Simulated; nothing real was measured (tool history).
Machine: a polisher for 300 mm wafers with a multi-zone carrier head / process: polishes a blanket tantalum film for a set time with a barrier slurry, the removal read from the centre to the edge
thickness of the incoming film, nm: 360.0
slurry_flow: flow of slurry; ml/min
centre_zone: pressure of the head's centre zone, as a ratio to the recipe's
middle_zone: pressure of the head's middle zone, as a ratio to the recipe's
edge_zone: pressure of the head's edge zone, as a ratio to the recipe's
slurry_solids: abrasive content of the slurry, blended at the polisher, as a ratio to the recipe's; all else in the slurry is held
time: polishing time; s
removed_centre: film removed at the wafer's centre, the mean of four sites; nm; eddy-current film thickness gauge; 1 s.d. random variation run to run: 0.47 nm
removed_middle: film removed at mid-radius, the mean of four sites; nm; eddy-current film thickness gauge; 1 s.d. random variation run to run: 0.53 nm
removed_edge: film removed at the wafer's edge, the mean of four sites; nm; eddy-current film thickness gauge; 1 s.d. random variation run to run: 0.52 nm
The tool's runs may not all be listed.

run	hour	slurry_flow	centre_zone	middle_zone	edge_zone	slurry_solids	time	removed_centre	removed_middle	removed_edge
1	0.0	185	1.00	1.00	1.00	1.00	85	112.840	111.940	112.520
2	7.5	185	1.00	1.00	1.00	1.10	85	113.430	117.720	113.980
3	11.1	185	1.00	0.94	1.00	1.10	85	115.300	108.360	117.790
4	19.6	185	1.00	0.94	1.00	1.10	68	92.383	88.080	92.657
5	26.6	160	1.00	0.94	1.00	1.10	68	90.768	85.381	92.220
6	27.7	160	0.97	0.94	0.98	1.00	64	80.373	79.156	82.310
7	35.6	155	0.94	0.92	0.96	0.90	63	72.138	72.594	76.973
8	44.2	150	0.92	0.90	0.94	0.80	62	64.588	65.676	71.539

What does the tool deliver on the next run?
9	45.2	150	0.91	0.89	0.92	0.75	62	?	?	?

{"run 9": {"removed_centre": 63.076, "removed_middle": 63.391, "removed_edge": 67.5}}

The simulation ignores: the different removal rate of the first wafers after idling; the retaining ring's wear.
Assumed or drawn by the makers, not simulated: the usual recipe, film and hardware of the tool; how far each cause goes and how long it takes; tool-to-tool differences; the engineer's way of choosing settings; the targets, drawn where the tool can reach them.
